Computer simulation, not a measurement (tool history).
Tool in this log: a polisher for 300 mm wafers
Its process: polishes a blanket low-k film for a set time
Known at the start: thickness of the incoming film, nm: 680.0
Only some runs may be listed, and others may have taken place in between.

run  hour  flow of slurry (ml/min)  pressure of the wafer on the pad (psi)  speed of the pad under the wafer (cm/s)  abrasive content of the slurry  polishing time (s)  film removed (angstrom)
  1     0                      180                                     2.4                                      114                               1                  38                   229.86
  2   6.3                      180                                     2.2                                      114                               1                  38                   208.34
  3    13                      175                                     2.1                                      114                               1                  38                   200.81
  4  14.4                      175                                       2                                      114                               1                  38                   189.99
  5    17                      175                                     1.6                                      114                               1                  38                   154.14
  6  20.8                      175                                     1.6                                      114                               1                  38                   152.98
  7  25.3                      180                                     1.7                                      114                               1                  38                   163.47

Predict the results of run 8:
  8  27.4                      185                                     1.7                                      114                               1                  38                        ?

film removed (angstrom): 163.12

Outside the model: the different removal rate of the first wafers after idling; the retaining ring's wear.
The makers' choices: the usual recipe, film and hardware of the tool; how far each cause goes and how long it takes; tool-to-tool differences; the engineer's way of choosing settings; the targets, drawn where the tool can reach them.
